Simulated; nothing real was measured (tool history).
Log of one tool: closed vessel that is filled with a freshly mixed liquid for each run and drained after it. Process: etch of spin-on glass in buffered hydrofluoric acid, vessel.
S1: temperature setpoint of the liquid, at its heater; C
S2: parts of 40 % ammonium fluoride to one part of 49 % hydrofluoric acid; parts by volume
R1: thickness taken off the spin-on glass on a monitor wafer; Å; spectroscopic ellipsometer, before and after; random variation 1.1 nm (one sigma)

Run 1, hour 0.0: S1 24.0 C, S2 16.5 parts by volume, time in the liquid (s) 105. Result: R1 2085.6 Å.
Run 2, hour 7.6: S1 24.0 C, S2 18.0 parts by volume, time in the liquid (s) 105. Result: R1 1929.5 Å.
Run 3, hour 15.1: S1 25.0 C, S2 18.0 parts by volume, time in the liquid (s) 105. Result: R1 2035.2 Å.
Run 4, hour 17.4: S1 21.5 C, S2 18.0 parts by volume, time in the liquid (s) 105. Result: R1 1674.3 Å.
Run 5, hour 23.4: S1 23.0 C, S2 18.0 parts by volume, time in the liquid (s) 105. Result: R1 1830.8 Å.
Run 6, hour 27.2: S1 23.0 C, S2 18.0 parts by volume, time in the liquid (s) 105. Result: R1 1821.5 Å.
Run 7, hour 29.5: S1 23.0 C, S2 18.0 parts by volume, time in the liquid (s) 105. Result: R1 1811.7 Å.
Run 8, hour 32.6: S1 24.0 C, S2 18.0 parts by volume, time in the liquid (s) 105. Result: R1 1924.1 Å.
Run 9, hour 39.1: S1 25.0 C, S2 18.0 parts by volume, time in the liquid (s) 105. Result: R1 2048.3 Å.
Run 10, hour 40.6: S1 25.5 C, S2 18.0 parts by volume, time in the liquid (s) 105. Result: R1 2090.7 Å.

Forecast run 11:
Run 11, hour 42.9: S1 25.5 C, S2 18.0 parts by volume, time in the liquid (s) 105. Result: R1 ?.

{"run 11": {"R1": 2092.3}}

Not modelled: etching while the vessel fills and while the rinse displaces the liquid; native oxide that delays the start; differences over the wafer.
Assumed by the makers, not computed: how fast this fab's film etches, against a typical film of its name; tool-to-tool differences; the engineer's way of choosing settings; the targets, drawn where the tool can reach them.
